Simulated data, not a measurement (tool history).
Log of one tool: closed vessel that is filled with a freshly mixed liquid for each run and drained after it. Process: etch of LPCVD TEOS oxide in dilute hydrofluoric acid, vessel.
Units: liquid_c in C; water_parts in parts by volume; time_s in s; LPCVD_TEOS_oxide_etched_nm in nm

| run | hour | liquid_c | water_parts | time_s | LPCVD_TEOS_oxide_etched_nm |
|---|---|---|---|---|---|
| 1 | 0.0 | 24.0 | 210 | 65 | 4.6489 |
| 2 | 1.1 | 25.0 | 210 | 65 | 4.8136 |
| 3 | 7.9 | 22.5 | 210 | 65 | 4.4437 |
| 4 | 14.6 | 22.5 | 145 | 65 | 6.8649 |
| 5 | 17.6 | 22.5 | 85 | 65 | 12.6960 |
| 6 | 20.6 | 21.5 | 95 | 65 | 10.6190 |
| 7 | 29.0 | 21.0 | 100 | 65 | 9.8491 |
| 8 | 30.5 | 17.0 | 165 | 65 | 4.8450 |
| 9 | 39.1 | 17.5 | 165 | 65 | 4.8496 |

The next listed run, before its measurement:
| 10 | 45.0 | 18.0 | 165 | 65 | ? |

{"run 10": {"LPCVD_TEOS_oxide_etched_nm": 4.9754}}

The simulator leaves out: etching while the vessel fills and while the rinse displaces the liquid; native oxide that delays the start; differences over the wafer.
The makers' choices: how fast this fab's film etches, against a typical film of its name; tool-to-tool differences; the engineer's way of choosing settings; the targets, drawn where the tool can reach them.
